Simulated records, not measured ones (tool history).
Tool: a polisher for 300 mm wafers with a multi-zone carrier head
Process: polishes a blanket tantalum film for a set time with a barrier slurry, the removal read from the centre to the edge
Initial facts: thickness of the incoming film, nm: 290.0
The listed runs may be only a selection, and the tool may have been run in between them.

run,hour,flow of slurry (ml/min),pressure of the head's centre zone,pressure of the head's middle zone,pressure of the head's edge zone,abrasive content of the slurry,polishing time (s),film removed at the wafer's centre (angstrom),film removed at mid-radius (angstrom),film removed at the wafer's edge (angstrom)
1,0,205,1,1,1,1,59,492.44,551.3,529.44
2,6.1,200,1.03,0.96,0.98,0.9,58,482.91,504.01,511.46
3,10.5,155,1.03,0.96,0.98,0.9,58,461.82,480.85,483.21
4,12.6,195,1.03,0.96,0.98,0.9,58,482.79,500.82,503.57
5,13.7,195,1.03,1.02,0.98,0.9,58,475.45,524.14,503.16
6,15.8,195,1.03,1.02,1.02,0.9,58,476.78,531.64,500.49
7,17.6,185,1.07,0.99,1.01,0.8,56,457.92,471.8,457.81
8,22,175,1.09,0.96,1.01,0.75,56,452.73,446.94,461.2
9,26,170,1.11,0.95,0.98,0.7,55,443.12,414.16,421.83

What does the tool deliver on the next run?
10,30.7,165,1.12,0.94,0.97,0.7,55,?,?,?

{"run 10": {"film removed at the wafer's centre (angstrom)": 434.64, "film removed at mid-radius (angstrom)": 414.1, "film removed at the wafer's edge (angstrom)": 423.98}}

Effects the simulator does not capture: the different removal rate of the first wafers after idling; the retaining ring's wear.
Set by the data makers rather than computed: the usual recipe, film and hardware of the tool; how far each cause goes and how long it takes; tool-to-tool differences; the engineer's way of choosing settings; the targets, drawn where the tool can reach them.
